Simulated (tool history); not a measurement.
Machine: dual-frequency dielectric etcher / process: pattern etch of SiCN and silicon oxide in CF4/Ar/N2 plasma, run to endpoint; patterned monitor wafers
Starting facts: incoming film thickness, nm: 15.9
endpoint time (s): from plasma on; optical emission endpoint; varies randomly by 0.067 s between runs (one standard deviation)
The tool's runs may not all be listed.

run    day  source power (W)  bias power (W)  Ar flow (sccm)  CF4 flow (sccm)  endpoint time (s)
  1  0.000               580              94              86               71             13.799
  2  0.062               580              94              86               81             13.631
  3  0.179               580              85              86               81             13.967
  4  0.362               580              94              86               81             13.496
  5  0.662               580              94              86               72             13.672
  6  1.033               580              78              86               72             14.865
  7  1.354               610              79              86               72             14.173
  8  1.500               630              80              86               72             13.732
  9  1.796               650              81              86               72             13.456
 10  2.121               670              83              85               72             12.917
 11  2.283               690              85              85               72             12.672
 12  2.567               700              87              84               72             12.323
 13  2.671               710              89              84               72             11.851

What will run 14 give?
 14  2.858               720              89              84               72                  ?

endpoint time (s): 11.734
